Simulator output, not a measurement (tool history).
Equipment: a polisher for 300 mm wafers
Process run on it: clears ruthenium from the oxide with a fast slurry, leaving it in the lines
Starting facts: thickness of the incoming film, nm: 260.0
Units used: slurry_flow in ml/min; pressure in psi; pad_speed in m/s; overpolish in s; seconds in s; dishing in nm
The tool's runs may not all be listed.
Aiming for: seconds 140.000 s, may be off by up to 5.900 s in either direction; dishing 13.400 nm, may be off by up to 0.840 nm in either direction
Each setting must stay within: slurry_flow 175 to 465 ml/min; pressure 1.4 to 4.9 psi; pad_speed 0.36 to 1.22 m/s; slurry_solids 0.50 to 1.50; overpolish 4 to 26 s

run,hour,slurry_flow,pressure,pad_speed,slurry_solids,overpolish,seconds,dishing
1,0.0,295,3.1,0.78,1.00,13,85.326,27.079
2,0.6,295,3.1,0.78,1.10,13,84.222,27.679
3,2.2,295,3.1,0.78,1.10,17,83.390,33.899
4,4.1,295,2.7,0.76,1.10,14,99.075,26.189
5,10.1,295,2.4,0.76,1.10,11,109.320,19.657
6,15.9,250,2.4,0.76,1.10,11,112.890,19.806
7,19.2,255,2.2,0.76,1.10,10,119.990,16.990
8,21.6,255,2.1,0.76,1.10,9,128.230,14.845
9,26.1,250,2.0,0.76,1.10,9,134.540,14.044

5 candidate next runs follow, results not yet known. Just one meets every target within its allowed miss. Identify it.
A,30.6,280,2.2,0.76,1.15,8,?,?
B,30.6,265,1.7,0.88,1.10,10,?,?
C,30.6,295,1.9,0.84,1.20,9,?,?
D,30.6,305,2.2,0.72,1.20,9,?,?
E,30.6,225,1.8,0.74,1.35,9,?,?

move,seconds,dishing
A,116.520,13.811
B,132.050,15.059
C,119.170,15.023
D,119.910,14.941
E,140.720,12.964
A: the biggest miss grows against the last run
B: the biggest miss grows against the last run
C: the biggest miss grows against the last run
D: the biggest miss grows against the last run
E: each result inside its tolerance
The right move is E.
